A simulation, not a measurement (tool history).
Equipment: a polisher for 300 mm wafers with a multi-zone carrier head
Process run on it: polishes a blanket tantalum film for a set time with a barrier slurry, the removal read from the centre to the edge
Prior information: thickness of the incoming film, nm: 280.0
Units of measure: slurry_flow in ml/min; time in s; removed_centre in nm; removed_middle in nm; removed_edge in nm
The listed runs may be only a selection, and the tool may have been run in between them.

run  hour  slurry_flow  centre_zone  middle_zone  edge_zone  slurry_solids  time  removed_centre  removed_middle  removed_edge
  1     0          130            1            1          1              1    76          68.609           67.01         66.88
  2   7.7          130            1            1       0.95              1    76          68.938          67.077        65.587
  3    11          130            1         0.96       0.95              1    76          67.272          65.424        66.642
  4  19.7          130         1.01         0.97       0.93            0.9    70          61.018           57.21        58.757
  5  28.5          130         1.01         0.97       1.01            0.9    70          61.099          57.774        60.407
  6  30.9          130         0.96         0.97       1.01            0.9    70          57.753           57.67         58.33
  7  31.4          135         0.97         0.98       0.97           0.85    65          53.096          52.566        53.691

What does the tool deliver on the next run?
  8  32.2          130         0.99         1.01       0.94            0.8    62               ?               ?             ?

removed_centre: 49.587 nm
removed_middle: 50.106 nm
removed_edge: 47.979 nm
